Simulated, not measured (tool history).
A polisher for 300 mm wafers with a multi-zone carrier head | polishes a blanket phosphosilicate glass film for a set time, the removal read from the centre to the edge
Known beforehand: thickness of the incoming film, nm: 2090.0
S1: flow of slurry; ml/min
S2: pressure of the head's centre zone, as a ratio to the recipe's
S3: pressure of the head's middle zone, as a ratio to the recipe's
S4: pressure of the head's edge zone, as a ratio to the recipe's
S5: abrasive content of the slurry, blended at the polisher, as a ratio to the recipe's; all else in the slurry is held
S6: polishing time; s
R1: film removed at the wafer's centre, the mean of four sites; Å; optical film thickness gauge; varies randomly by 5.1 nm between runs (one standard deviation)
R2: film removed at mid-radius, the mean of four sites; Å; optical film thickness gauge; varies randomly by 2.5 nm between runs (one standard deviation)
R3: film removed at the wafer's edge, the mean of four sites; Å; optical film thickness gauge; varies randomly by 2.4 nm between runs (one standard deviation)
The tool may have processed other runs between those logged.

Run 1, hour 0: S1 245 ml/min, S2 1, S3 1, S4 1, S5 1, S6 31 s. Result: R1 3699.9 Å, R2 3820.3 Å, R3 3887.5 Å.
Run 2, hour 4.6: S1 245 ml/min, S2 1, S3 1, S4 1, S5 0.9, S6 31 s. Result: R1 3524.3 Å, R2 3689.6 Å, R3 3653.7 Å.
Run 3, hour 7.3: S1 245 ml/min, S2 1, S3 1, S4 1.06, S5 0.9, S6 31 s. Result: R1 3561.1 Å, R2 3636.4 Å, R3 3769.4 Å.
Run 4, hour 13.5: S1 245 ml/min, S2 1, S3 1, S4 1.06, S5 0.9, S6 25 s. Result: R1 2982.9 Å, R2 2972.2 Å, R3 3040.3 Å.
Run 5, hour 17: S1 245 ml/min, S2 1, S3 0.95, S4 1.06, S5 0.9, S6 25 s. Result: R1 2891.3 Å, R2 2873.4 Å, R3 3079 Å.
Run 6, hour 25.2: S1 260 ml/min, S2 0.99, S3 0.97, S4 1.09, S5 1, S6 25 s. Result: R1 3112.5 Å, R2 3108.5 Å, R3 3301.4 Å.

What does the tool deliver on the next run?
Run 7, hour 31.4: S1 275 ml/min, S2 0.98, S3 0.97, S4 1.12, S5 1.05, S6 25 s. Result: R1 ?, R2 ?, R3 ?.

{"run 7": {"R1": 3129.7, "R2": 3215.3, "R3": 3409.7}}

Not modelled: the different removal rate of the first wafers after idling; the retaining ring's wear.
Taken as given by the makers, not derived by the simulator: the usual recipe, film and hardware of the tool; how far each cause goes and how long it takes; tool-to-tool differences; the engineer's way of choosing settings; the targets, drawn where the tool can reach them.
